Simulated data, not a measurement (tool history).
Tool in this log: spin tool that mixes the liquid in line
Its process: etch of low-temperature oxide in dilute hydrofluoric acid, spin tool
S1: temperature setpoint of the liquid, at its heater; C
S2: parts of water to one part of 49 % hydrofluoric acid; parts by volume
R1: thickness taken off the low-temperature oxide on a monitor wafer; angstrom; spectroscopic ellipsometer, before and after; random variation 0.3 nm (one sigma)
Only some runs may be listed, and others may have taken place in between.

Run 1, hour 0: S1 20 C, S2 45 parts by volume, time under the liquid (s) 35. Result: R1 274.42 angstrom.
Run 2, hour 3.4: S1 17.5 C, S2 45 parts by volume, time under the liquid (s) 35. Result: R1 246.57 angstrom.
Run 3, hour 7.9: S1 18.5 C, S2 45 parts by volume, time under the liquid (s) 35. Result: R1 253.41 angstrom.
Run 4, hour 9.5: S1 18.5 C, S2 50 parts by volume, time under the liquid (s) 35. Result: R1 231.49 angstrom.
Run 5, hour 13.9: S1 19.5 C, S2 50 parts by volume, time under the liquid (s) 35. Result: R1 242.36 angstrom.
Run 6, hour 20.6: S1 17 C, S2 50 parts by volume, time under the liquid (s) 35. Result: R1 212.56 angstrom.
Run 7, hour 29.5: S1 18 C, S2 50 parts by volume, time under the liquid (s) 35. Result: R1 223.47 angstrom.
Run 8, hour 34.8: S1 19 C, S2 50 parts by volume, time under the liquid (s) 35. Result: R1 233.34 angstrom.
Run 9, hour 37.2: S1 20 C, S2 50 parts by volume, time under the liquid (s) 35. Result: R1 243.18 angstrom.
Run 10, hour 40.9: S1 21 C, S2 50 parts by volume, time under the liquid (s) 35. Result: R1 254.9 angstrom.
Run 11, hour 43.4: S1 21.5 C, S2 50 parts by volume, time under the liquid (s) 35. Result: R1 259.12 angstrom.
Run 12, hour 45.7: S1 22 C, S2 50 parts by volume, time under the liquid (s) 35. Result: R1 265.04 angstrom.
At hour 53.5: hydrofluoric acid flow meter replaced.
Run 13, hour 53.5: S1 22.5 C, S2 50 parts by volume, time under the liquid (s) 35. Result: R1 248.48 angstrom.
Run 14, hour 59.1: S1 23 C, S2 50 parts by volume, time under the liquid (s) 35. Result: R1 246.44 angstrom.

Run 15 has not been measured yet. What should we expect?
Run 15, hour 67.5: S1 24 C, S2 45 parts by volume, time under the liquid (s) 35. Result: R1 ?.

Run 15 came out at R1 289.43 angstrom.

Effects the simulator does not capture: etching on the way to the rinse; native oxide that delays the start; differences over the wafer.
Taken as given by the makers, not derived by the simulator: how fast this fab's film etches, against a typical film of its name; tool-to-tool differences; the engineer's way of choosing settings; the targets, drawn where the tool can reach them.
